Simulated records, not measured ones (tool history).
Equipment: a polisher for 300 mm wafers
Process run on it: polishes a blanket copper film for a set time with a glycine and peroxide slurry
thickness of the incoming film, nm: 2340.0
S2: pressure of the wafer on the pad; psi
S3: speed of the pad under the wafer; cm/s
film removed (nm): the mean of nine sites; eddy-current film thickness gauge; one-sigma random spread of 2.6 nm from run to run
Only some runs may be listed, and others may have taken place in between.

run 1 hour=0 | flow_of_slurry_(ml/min)=130 S2=3.4 S3=102 polishing_time_(s)=98 | film_removed_(nm)=540.07
run 2 hour=4.2 | flow_of_slurry_(ml/min)=125 S2=2.9 S3=90 polishing_time_(s)=98 | film_removed_(nm)=436.99
run 3 hour=5.5 | flow_of_slurry_(ml/min)=125 S2=2.9 S3=76 polishing_time_(s)=98 | film_removed_(nm)=389.7
run 4 hour=14 | flow_of_slurry_(ml/min)=120 S2=2.5 S3=70 polishing_time_(s)=98 | film_removed_(nm)=318.17
run 5 hour=21.2 | flow_of_slurry_(ml/min)=120 S2=2.5 S3=70 polishing_time_(s)=103 | film_removed_(nm)=334.17
run 6 hour=25.8 | flow_of_slurry_(ml/min)=115 S2=2.2 S3=68 polishing_time_(s)=103 | film_removed_(nm)=299.07
run 7 hour=28 | flow_of_slurry_(ml/min)=110 S2=2 S3=66 polishing_time_(s)=103 | film_removed_(nm)=271.48
run 8 hour=28.5 | flow_of_slurry_(ml/min)=105 S2=1.9 S3=66 polishing_time_(s)=103 | film_removed_(nm)=261.12
run 9 hour=35.1 | flow_of_slurry_(ml/min)=100 S2=1.8 S3=66 polishing_time_(s)=103 | film_removed_(nm)=250.51
run 10 hour=37 | flow_of_slurry_(ml/min)=90 S2=1.5 S3=64 polishing_time_(s)=103 | film_removed_(nm)=206.53

Run 11 is up next; what results do you expect?
run 11 hour=38.6 | flow_of_slurry_(ml/min)=95 S2=1.5 S3=64 polishing_time_(s)=103 | film_removed_(nm)=?

{"run 11": {"film removed (nm)": 212.59}}
